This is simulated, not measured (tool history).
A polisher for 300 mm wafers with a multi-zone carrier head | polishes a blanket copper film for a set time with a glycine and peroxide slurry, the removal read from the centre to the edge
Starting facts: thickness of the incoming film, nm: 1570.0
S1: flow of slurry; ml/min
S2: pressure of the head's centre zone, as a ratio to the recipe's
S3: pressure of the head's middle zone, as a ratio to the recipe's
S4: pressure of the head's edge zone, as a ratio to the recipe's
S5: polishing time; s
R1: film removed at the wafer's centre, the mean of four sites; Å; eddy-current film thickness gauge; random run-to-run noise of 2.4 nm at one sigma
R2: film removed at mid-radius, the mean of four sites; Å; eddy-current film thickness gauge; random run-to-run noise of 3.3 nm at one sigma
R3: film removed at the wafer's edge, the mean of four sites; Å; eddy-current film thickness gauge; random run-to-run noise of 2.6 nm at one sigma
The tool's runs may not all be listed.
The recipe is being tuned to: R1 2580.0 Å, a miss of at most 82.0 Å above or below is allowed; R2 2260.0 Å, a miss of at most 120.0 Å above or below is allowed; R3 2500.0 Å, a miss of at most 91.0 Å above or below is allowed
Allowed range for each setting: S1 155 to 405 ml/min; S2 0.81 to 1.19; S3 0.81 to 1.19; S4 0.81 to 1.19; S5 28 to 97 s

run,hour,S1,S2,S3,S4,S5,R1,R2,R3
1,0.0,260,1.00,1.00,1.00,62,3074.5,3049.6,3039.8
2,4.2,260,1.00,1.00,1.00,76,3892.1,3697.6,3694.6
3,7.4,260,1.00,1.00,0.96,76,3794.8,3769.1,3592.7
4,13.0,250,1.01,0.94,0.95,68,3440.0,3129.2,3214.7
5,20.1,250,1.05,0.94,0.95,68,3609.1,3159.3,3250.4
6,27.9,250,1.12,0.94,0.95,68,3795.5,3213.4,3267.7
7,30.4,245,1.06,0.91,0.93,63,3349.6,2932.3,3021.3
8,33.9,240,1.04,0.88,0.93,58,2992.5,2587.4,2734.4
9,42.8,235,1.01,0.86,0.92,57,2894.3,2475.1,2696.8

Next run, 4 choices. One meets every target within its allowed miss, the rest don't. Which?
A,51.7,260,0.98,0.97,1.02,57,?,?,?
B,51.7,250,0.85,1.08,1.01,58,?,?,?
C,51.7,250,0.98,0.82,0.93,52,?,?,?
D,51.7,260,0.95,0.96,0.92,56,?,?,?

move,R1,R2,R3
A,2767.6,2719.4,2827.9
B,2431.5,2963.0,2854.4
C,2512.8,2223.3,2479.1
D,2635.0,2654.5,2661.4
A: no better and no worse than the last run
B: takes the biggest miss from the last run beyond its target
C: meets every target
D: brings the result that was furthest off to its target, and leaves another outside
Move C is the one to make.

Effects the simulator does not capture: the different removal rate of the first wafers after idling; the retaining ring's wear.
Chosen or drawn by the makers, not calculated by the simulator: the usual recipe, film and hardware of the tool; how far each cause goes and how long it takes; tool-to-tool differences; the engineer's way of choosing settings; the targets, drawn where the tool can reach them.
